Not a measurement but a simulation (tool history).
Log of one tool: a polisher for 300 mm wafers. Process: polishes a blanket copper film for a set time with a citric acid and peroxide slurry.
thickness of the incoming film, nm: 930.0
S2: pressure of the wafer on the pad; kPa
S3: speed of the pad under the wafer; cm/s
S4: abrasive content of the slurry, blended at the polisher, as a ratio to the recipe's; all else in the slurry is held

Run 1, hour 0.0: flow of slurry (ml/min) 155, S2 23.4 kPa, S3 122 cm/s, S4 1.0, polishing time (s) 99. Result: film removed (angstrom) 2565.0.
Run 2, hour 3.2: flow of slurry (ml/min) 155, S2 23.4 kPa, S3 96 cm/s, S4 1.0, polishing time (s) 99. Result: film removed (angstrom) 2048.0.
Run 3, hour 12.2: flow of slurry (ml/min) 170, S2 23.4 kPa, S3 96 cm/s, S4 1.0, polishing time (s) 99. Result: film removed (angstrom) 2066.6.
Run 4, hour 19.3: flow of slurry (ml/min) 150, S2 23.4 kPa, S3 96 cm/s, S4 1.0, polishing time (s) 99. Result: film removed (angstrom) 2000.4.
Run 5, hour 26.9: flow of slurry (ml/min) 150, S2 23.4 kPa, S3 76 cm/s, S4 1.0, polishing time (s) 99. Result: film removed (angstrom) 1620.7.
Run 6, hour 30.3: flow of slurry (ml/min) 150, S2 23.4 kPa, S3 76 cm/s, S4 0.9, polishing time (s) 99. Result: film removed (angstrom) 1588.7.

The next listed run, before its measurement:
Run 7, hour 35.9: flow of slurry (ml/min) 140, S2 22.1 kPa, S3 76 cm/s, S4 0.9, polishing time (s) 99. Result: film removed (angstrom) ?.

Run 7 gave film removed (angstrom) 1479.9.
